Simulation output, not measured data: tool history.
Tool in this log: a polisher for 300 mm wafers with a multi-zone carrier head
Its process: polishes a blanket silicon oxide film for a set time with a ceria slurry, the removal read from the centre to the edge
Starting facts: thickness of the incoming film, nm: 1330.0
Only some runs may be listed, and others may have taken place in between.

run,hour,flow of slurry (ml/min),pressure of the head's centre zone,pressure of the head's middle zone,pressure of the head's edge zone,polishing time (s),film removed at the wafer's centre (Å),film removed at mid-radius (Å),film removed at the wafer's edge (Å)
1,0,205,1,1,1,59,2230.5,2351.1,2474
2,4.8,220,1.05,0.98,1,60,2412.1,2406.9,2500.8
3,9.4,220,1.05,0.98,1,47,1846.6,1851.3,1968.1
4,17.5,225,1.09,0.95,1,52,2207.2,2029.4,2163.4
5,20.7,225,1.09,0.95,1.07,52,2177,2023.2,2224.9
6,26.6,225,1.03,0.95,1.07,52,2051.2,2025.4,2302.2
7,29.4,235,1.07,0.94,1.08,54,2192.8,2076.7,2326
8,31.9,235,1.1,0.92,1.07,57,2410.7,2143.2,2533.6
# hour 35.4: centre zone pressure recalibrated
9,35.4,240,1.12,0.92,1.04,58,2715.1,2206.5,2507.2

The next listed run, before its measurement:
10,42.3,250,1.12,0.93,1.05,58,?,?,?

For run 10 the tool returned film removed at the wafer's centre (Å) 2757.7, film removed at mid-radius (Å) 2239.5, film removed at the wafer's edge (Å) 2478.2.
